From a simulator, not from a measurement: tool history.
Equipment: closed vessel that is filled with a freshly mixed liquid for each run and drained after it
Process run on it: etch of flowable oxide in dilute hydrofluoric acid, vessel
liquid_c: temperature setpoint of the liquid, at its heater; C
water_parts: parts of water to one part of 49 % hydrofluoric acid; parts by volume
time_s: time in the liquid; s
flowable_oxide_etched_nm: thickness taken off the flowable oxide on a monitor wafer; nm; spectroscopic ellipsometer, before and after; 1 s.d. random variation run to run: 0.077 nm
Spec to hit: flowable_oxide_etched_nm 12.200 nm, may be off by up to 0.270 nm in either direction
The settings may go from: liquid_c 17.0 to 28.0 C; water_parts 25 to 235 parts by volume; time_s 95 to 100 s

run  hour  liquid_c  water_parts  time_s  flowable_oxide_etched_nm
  1   0.0      20.0          130      95                    20.786
  2   9.2      17.5          130      95                    18.936
  3  12.2      17.5          130     100                    19.935
  4  18.1      17.5          135     100                    19.079
  5  25.6      17.5          140     100                    18.388
  6  33.3      17.5          100     100                    26.575
  7  38.4      17.5          110     100                    23.717
     40.7  -- hydrofluoric acid flow meter replaced
  8  40.7      17.5          120     100                    20.017
  9  47.4      17.5          125     100                    19.051
 10  55.3      17.5          130     100                    18.218
 11  58.2      17.5          135     100                    17.400

Which single option among these 4 for the next run brings every result within its allowed miss of target? Just one does.
  A  61.1      17.0          180      95                         ?
  B  61.1      18.0          165     100                         ?
  C  61.1      18.0          170      95                         ?
  D  61.1      17.5          175      95                         ?

move  flowable_oxide_etched_nm
   A                    11.654
   B                    14.133
   C                    12.968
   D                    12.288
A: moves the result that the last run missed by most past its target, out the other side
B: gains on the last run, yet a result remains outside its allowed miss
C: gains on the last run, yet a result remains outside its allowed miss
D: each result inside its tolerance
Answer: D
